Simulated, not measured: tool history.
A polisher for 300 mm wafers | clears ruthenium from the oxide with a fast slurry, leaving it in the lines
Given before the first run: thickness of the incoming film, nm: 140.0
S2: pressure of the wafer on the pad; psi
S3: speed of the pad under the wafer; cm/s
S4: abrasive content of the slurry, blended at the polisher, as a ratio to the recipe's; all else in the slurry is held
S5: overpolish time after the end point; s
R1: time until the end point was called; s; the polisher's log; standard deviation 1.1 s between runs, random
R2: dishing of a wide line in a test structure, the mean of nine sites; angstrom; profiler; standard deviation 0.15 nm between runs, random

Run 1, hour 0: flow of slurry (ml/min) 215, S2 2 psi, S3 76 cm/s, S4 1, S5 15 s. Result: R1 65.455 s, R2 239.49 angstrom.
Run 2, hour 2.4: flow of slurry (ml/min) 185, S2 2 psi, S3 76 cm/s, S4 1, S5 15 s. Result: R1 65.867 s, R2 238.01 angstrom.
Run 3, hour 9.7: flow of slurry (ml/min) 185, S2 1.8 psi, S3 72 cm/s, S4 1, S5 13 s. Result: R1 76.8 s, R2 192.53 angstrom.
Run 4, hour 16.1: flow of slurry (ml/min) 185, S2 1.8 psi, S3 72 cm/s, S4 0.8, S5 13 s. Result: R1 83.485 s, R2 184.14 angstrom.
Run 5, hour 23: flow of slurry (ml/min) 185, S2 1.6 psi, S3 72 cm/s, S4 0.8, S5 12 s. Result: R1 91.218 s, R2 152.66 angstrom.
Run 6, hour 25: flow of slurry (ml/min) 185, S2 1.4 psi, S3 72 cm/s, S4 0.8, S5 12 s. Result: R1 101.04 s, R2 144.49 angstrom.

Estimate the outcome of run 7 from the log above:
Run 7, hour 31.8: flow of slurry (ml/min) 185, S2 1.3 psi, S3 72 cm/s, S4 0.8, S5 11 s. Result: R1 ?, R2 ?.

Logged for run 7: R1 107.88 s, R2 130.15 angstrom.
